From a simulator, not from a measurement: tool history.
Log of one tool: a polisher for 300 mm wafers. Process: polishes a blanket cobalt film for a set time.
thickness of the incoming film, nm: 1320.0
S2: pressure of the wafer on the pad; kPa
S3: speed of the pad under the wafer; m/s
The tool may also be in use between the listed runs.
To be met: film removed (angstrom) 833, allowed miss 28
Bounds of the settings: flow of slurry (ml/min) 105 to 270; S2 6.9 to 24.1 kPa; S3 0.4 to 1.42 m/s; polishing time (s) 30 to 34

Run 1, day 0: flow of slurry (ml/min) 175, S2 15.2 kPa, S3 0.9 m/s, polishing time (s) 34. Result: film removed (angstrom) 1500.
Run 2, day 0.162: flow of slurry (ml/min) 170, S2 13.1 kPa, S3 0.9 m/s, polishing time (s) 34. Result: film removed (angstrom) 1368.
Run 3, day 0.292: flow of slurry (ml/min) 170, S2 13.1 kPa, S3 1.04 m/s, polishing time (s) 34. Result: film removed (angstrom) 1594.9.
Run 4, day 0.642: flow of slurry (ml/min) 170, S2 10.3 kPa, S3 1.04 m/s, polishing time (s) 34. Result: film removed (angstrom) 1359.9.
Run 5, day 0.962: flow of slurry (ml/min) 170, S2 9.7 kPa, S3 0.98 m/s, polishing time (s) 34. Result: film removed (angstrom) 1215.9.
Run 6, day 1.062: flow of slurry (ml/min) 170, S2 9 kPa, S3 0.94 m/s, polishing time (s) 34. Result: film removed (angstrom) 1153.5.
Run 7, day 1.238: flow of slurry (ml/min) 170, S2 8.3 kPa, S3 0.9 m/s, polishing time (s) 34. Result: film removed (angstrom) 1042.5.
Run 8, day 1.475: flow of slurry (ml/min) 170, S2 8.3 kPa, S3 0.88 m/s, polishing time (s) 34. Result: film removed (angstrom) 1031.2.
Run 9, day 1.833: flow of slurry (ml/min) 170, S2 8.3 kPa, S3 0.86 m/s, polishing time (s) 34. Result: film removed (angstrom) 996.86.
Run 10, day 2.038: flow of slurry (ml/min) 170, S2 8.3 kPa, S3 0.86 m/s, polishing time (s) 34. Result: film removed (angstrom) 1006.5.
Run 11, day 2.275: flow of slurry (ml/min) 170, S2 8.3 kPa, S3 0.84 m/s, polishing time (s) 34. Result: film removed (angstrom) 1003.2.
Run 12, day 2.5: flow of slurry (ml/min) 170, S2 8.3 kPa, S3 0.82 m/s, polishing time (s) 34. Result: film removed (angstrom) 958.02.

4 next moves are on the table. One of them brings every result within its allowed miss. Which?
Run A, day 2.725: flow of slurry (ml/min) 185, S2 8.3 kPa, S3 0.7 m/s, polishing time (s) 34. Result: film removed (angstrom) ?.
Run B, day 2.725: flow of slurry (ml/min) 180, S2 11.7 kPa, S3 0.84 m/s, polishing time (s) 33. Result: film removed (angstrom) ?.
Run C, day 2.725: flow of slurry (ml/min) 140, S2 9.7 kPa, S3 0.82 m/s, polishing time (s) 30. Result: film removed (angstrom) ?.
Run D, day 2.725: flow of slurry (ml/min) 165, S2 7.6 kPa, S3 0.82 m/s, polishing time (s) 34. Result: film removed (angstrom) ?.

move  film removed (angstrom)
   A                   816.24
   B                   1142.5
   C                   884.18
   D                   899.75
A: meets every target
B: further off than the last run
C: nearer than the last run, and not there yet
D: nearer than the last run, and not there yet
Answer: A
